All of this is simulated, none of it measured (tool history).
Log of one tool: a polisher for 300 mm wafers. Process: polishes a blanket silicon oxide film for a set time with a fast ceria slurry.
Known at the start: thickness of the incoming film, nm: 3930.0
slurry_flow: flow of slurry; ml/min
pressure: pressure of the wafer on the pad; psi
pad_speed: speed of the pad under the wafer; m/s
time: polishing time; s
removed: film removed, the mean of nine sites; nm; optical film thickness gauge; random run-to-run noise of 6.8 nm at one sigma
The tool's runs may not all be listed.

run,hour,slurry_flow,pressure,pad_speed,time,removed
1,0.0,190,2.6,0.96,44,664.72
2,1.4,230,2.6,0.96,44,677.53
3,7.6,230,2.7,0.96,44,697.01
4,10.1,185,2.7,0.96,44,678.04
5,13.5,190,2.8,0.96,44,711.18
6,14.3,165,2.8,0.96,44,703.33
7,16.1,165,2.9,0.96,44,734.25
8,24.1,165,3.0,0.96,44,745.91

Run 9 comes next. What will it give?
9,31.3,165,3.1,0.96,44,?

removed: 774.20 nm
